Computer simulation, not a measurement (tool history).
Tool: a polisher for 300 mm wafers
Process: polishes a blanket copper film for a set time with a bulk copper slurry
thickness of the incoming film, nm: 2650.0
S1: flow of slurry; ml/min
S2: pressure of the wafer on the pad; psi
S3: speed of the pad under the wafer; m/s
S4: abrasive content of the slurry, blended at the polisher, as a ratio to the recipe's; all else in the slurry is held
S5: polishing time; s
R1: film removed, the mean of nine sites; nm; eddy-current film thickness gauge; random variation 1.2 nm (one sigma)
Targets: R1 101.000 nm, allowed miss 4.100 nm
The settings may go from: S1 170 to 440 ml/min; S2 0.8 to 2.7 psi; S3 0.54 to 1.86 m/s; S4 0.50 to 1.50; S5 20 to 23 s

| run | hour | S1 | S2 | S3 | S4 | S5 | R1 |
|---|---|---|---|---|---|---|---|
| 1 | 0.0 | 280 | 1.7 | 1.18 | 1.00 | 23 | 141.930 |
| 2 | 4.3 | 280 | 1.6 | 1.18 | 1.00 | 23 | 134.780 |
| 3 | 10.2 | 315 | 1.6 | 1.18 | 1.00 | 23 | 138.380 |
| 4 | 13.5 | 305 | 1.5 | 1.18 | 1.00 | 23 | 131.970 |
| 5 | 20.8 | 305 | 1.5 | 0.90 | 1.00 | 23 | 106.620 |
| 6 | 23.5 | 305 | 1.5 | 0.64 | 1.00 | 23 | 79.633 |
| 7 | 31.6 | 310 | 1.6 | 0.64 | 1.00 | 23 | 83.961 |
| 8 | 34.4 | 315 | 1.7 | 0.64 | 1.00 | 23 | 87.956 |
| 9 | 42.3 | 315 | 1.8 | 0.64 | 1.00 | 23 | 92.222 |
| 10 | 50.2 | 320 | 1.9 | 0.64 | 1.00 | 23 | 94.175 |

Which of these 4 next moves meets every target?
| A | 58.1 | 275 | 1.4 | 0.82 | 1.05 | 22 | ? |
| B | 58.1 | 250 | 2.2 | 0.70 | 0.95 | 22 | ? |
| C | 58.1 | 360 | 2.0 | 0.56 | 1.20 | 22 | ? |
| D | 58.1 | 300 | 1.4 | 0.88 | 1.15 | 21 | ? |

| move | R1 |
|---|---|
| A | 88.923 |
| B | 99.913 |
| C | 88.220 |
| D | 92.713 |
A: further off than the last run
B: meets every target
C: further off than the last run
D: further off than the last run
Move B is the one to make.

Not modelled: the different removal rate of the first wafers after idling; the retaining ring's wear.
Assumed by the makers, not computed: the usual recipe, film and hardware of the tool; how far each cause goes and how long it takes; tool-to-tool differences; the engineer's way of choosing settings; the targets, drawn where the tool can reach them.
